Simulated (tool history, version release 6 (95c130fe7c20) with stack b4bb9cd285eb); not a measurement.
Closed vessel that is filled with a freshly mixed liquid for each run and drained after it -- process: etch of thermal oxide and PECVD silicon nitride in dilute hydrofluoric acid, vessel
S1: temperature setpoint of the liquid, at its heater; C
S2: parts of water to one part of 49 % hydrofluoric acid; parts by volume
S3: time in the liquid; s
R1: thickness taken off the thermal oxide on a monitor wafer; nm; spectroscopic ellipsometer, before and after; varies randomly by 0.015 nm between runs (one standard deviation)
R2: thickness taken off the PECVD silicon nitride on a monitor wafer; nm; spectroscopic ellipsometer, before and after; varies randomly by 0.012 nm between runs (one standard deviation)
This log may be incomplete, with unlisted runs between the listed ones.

Run 1, hour 0.0: S1 22.0 C, S2 65 parts by volume, S3 60 s. Result: R1 4.0221 nm, R2 4.8021 nm.
Run 2, hour 2.2: S1 25.5 C, S2 65 parts by volume, S3 60 s. Result: R1 4.5307 nm, R2 6.1172 nm.
Run 3, hour 9.9: S1 25.5 C, S2 45 parts by volume, S3 60 s. Result: R1 6.7091 nm, R2 8.6783 nm.
Run 4, hour 15.5: S1 25.5 C, S2 35 parts by volume, S3 60 s. Result: R1 8.8010 nm, R2 11.3310 nm.
Run 5, hour 23.7: S1 22.0 C, S2 35 parts by volume, S3 60 s. Result: R1 7.6008 nm, R2 8.8591 nm.
Run 6, hour 28.2: S1 22.0 C, S2 25 parts by volume, S3 60 s. Result: R1 10.7760 nm, R2 12.3070 nm.
Run 7, hour 31.8: S1 18.0 C, S2 50 parts by volume, S3 60 s. Result: R1 4.4294 nm, R2 4.7889 nm.
Run 8, hour 38.9: S1 18.0 C, S2 60 parts by volume, S3 60 s. Result: R1 3.7349 nm, R2 3.9719 nm.
Run 9, hour 40.0: S1 18.0 C, S2 70 parts by volume, S3 60 s. Result: R1 3.0961 nm, R2 3.4174 nm.
Run 10, hour 43.1: S1 18.0 C, S2 75 parts by volume, S3 60 s. Result: R1 2.9001 nm, R2 3.1813 nm.
Run 11, hour 49.4: S1 18.0 C, S2 80 parts by volume, S3 60 s. Result: R1 2.6833 nm, R2 2.9939 nm.
Run 12, hour 52.8: S1 18.0 C, S2 85 parts by volume, S3 60 s. Result: R1 2.5068 nm, R2 2.8256 nm.
Run 13, hour 61.7: S1 18.0 C, S2 90 parts by volume, S3 60 s. Result: R1 2.3269 nm, R2 2.6851 nm.
Run 14, hour 68.5: S1 18.0 C, S2 95 parts by volume, S3 60 s. Result: R1 2.2108 nm, R2 2.5550 nm.

What will run 15 give?
Run 15, hour 69.8: S1 18.0 C, S2 100 parts by volume, S3 60 s. Result: R1 ?, R2 ?.

{"run 15": {"R1": 2.0731, "R2": 2.4189}}
